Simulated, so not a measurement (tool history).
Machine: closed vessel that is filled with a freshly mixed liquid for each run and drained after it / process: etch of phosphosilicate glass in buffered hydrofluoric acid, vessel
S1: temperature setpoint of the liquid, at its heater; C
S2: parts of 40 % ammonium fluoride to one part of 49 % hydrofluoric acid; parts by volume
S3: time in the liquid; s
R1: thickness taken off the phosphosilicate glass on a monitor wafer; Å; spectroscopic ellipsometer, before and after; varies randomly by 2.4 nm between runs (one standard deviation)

run	hour	S1	S2	S3	R1
1	0.0	24.0	12.0	90	3124.4
2	6.5	24.0	9.5	90	3881.8
3	7.4	24.0	9.5	100	4325.1
4	13.4	22.5	10.0	100	3841.6
5	18.2	22.5	10.0	90	3527.7
6	26.7	21.5	10.5	90	3134.6
7	34.0	20.5	10.5	90	2911.2
8	43.0	20.0	10.5	90	2916.5
9	48.3	19.5	10.5	90	2786.3

Predict the results of run 10:
10	53.1	19.0	10.5	90	?

R1: 2747.8 Å

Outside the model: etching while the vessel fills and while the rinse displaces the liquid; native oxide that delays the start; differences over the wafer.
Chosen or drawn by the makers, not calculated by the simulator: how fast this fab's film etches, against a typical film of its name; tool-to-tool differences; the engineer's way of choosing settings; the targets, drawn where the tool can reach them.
